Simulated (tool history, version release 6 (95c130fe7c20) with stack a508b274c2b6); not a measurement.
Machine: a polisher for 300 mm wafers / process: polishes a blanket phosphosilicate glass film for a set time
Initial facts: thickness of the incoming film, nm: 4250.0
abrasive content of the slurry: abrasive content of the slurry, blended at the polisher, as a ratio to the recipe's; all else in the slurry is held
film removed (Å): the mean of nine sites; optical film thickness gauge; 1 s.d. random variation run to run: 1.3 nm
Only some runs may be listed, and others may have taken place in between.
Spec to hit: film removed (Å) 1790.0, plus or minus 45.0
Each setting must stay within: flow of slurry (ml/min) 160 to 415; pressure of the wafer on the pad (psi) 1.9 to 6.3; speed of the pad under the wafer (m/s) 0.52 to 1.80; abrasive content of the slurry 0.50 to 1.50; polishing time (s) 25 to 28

run	day	flow of slurry (ml/min)	pressure of the wafer on the pad (psi)	speed of the pad under the wafer (m/s)	abrasive content of the slurry	polishing time (s)	film removed (Å)
1	0.000	265	4.1	1.16	1.00	28	2979.4
2	0.033	260	3.6	1.16	1.00	28	2640.0
3	0.329	260	3.6	1.16	0.90	28	2456.6
4	0.542	260	3.6	1.34	0.90	28	2772.6
5	0.788	255	3.2	1.34	0.90	28	2490.4
6	0.921	250	2.9	1.34	0.90	28	2221.3
7	1.258	240	2.7	1.34	0.90	28	2101.0
8	1.575	230	2.6	1.34	0.90	28	1990.6
# day 1.629: worn pad replaced by a new one
9	1.629	215	2.6	1.34	0.90	28	2077.8

Consider the 4 candidate settings below. Which is the only one whose results all fall within their allowed miss of target?
A	1.683	255	2.7	1.44	0.65	26	?
B	1.683	245	3.1	1.16	1.15	26	?
C	1.683	205	2.8	1.50	0.90	28	?
D	1.683	165	2.9	1.32	0.80	25	?

move	film removed (Å)
A	1671.2
B	2433.9
C	2457.9
D	1809.5
A: takes the biggest miss from the last run beyond its target
B: moves away from the targets compared with the last run
C: moves away from the targets compared with the last run
D: every result lands within tolerance
Move D is the one to make.
